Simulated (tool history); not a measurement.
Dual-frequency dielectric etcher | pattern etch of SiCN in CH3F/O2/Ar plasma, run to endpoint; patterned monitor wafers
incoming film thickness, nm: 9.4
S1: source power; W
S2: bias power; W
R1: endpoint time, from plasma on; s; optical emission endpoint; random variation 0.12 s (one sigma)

run	hour	S1	S2	R1
1	0.0	370	96	23.536
2	4.8	310	96	24.965
3	9.0	250	96	26.325
4	13.2	250	90	27.384
5	15.3	230	90	27.839
6	18.8	230	75	31.649
7	27.0	230	75	31.709
8	33.7	300	82	27.702
9	35.7	360	86	25.329
10	40.6	400	88	24.641
11	41.7	430	92	23.243
12	44.0	450	94	22.652
13	45.5	460	95	22.116

Run 14 comes next. What will it give?
14	50.1	470	95	?

R1: 22.220 s
